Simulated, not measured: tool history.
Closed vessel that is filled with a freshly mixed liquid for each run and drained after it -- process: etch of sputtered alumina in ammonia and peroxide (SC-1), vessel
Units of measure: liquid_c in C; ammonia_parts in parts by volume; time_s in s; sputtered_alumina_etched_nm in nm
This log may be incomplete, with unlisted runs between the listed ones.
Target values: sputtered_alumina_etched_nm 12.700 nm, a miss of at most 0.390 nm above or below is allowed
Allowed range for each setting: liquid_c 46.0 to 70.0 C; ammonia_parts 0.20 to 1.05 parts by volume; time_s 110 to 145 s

run	hour	liquid_c	ammonia_parts	time_s	sputtered_alumina_etched_nm
1	0.0	62.0	0.55	145	16.273
2	2.2	62.0	0.45	145	15.673
3	8.7	61.0	0.45	145	14.899
4	16.1	61.0	0.45	110	11.338
5	19.0	61.5	0.45	110	11.598
6	26.1	65.0	0.45	110	13.895
7	27.5	64.5	0.45	110	13.590
8	33.9	64.0	0.45	110	13.489

Exactly one of the 4 candidate moves below puts every result within its allowed miss. Which one?
A	40.3	60.0	0.70	125	?
B	40.3	63.0	0.45	135	?
C	40.3	63.0	0.40	125	?
D	40.3	62.5	0.45	125	?

move	sputtered_alumina_etched_nm
A	13.003
B	15.688
C	14.365
D	14.164
A: all results land within tolerance of their targets
B: further off than the last run
C: further off than the last run
D: further off than the last run
The move that meets every target is A.

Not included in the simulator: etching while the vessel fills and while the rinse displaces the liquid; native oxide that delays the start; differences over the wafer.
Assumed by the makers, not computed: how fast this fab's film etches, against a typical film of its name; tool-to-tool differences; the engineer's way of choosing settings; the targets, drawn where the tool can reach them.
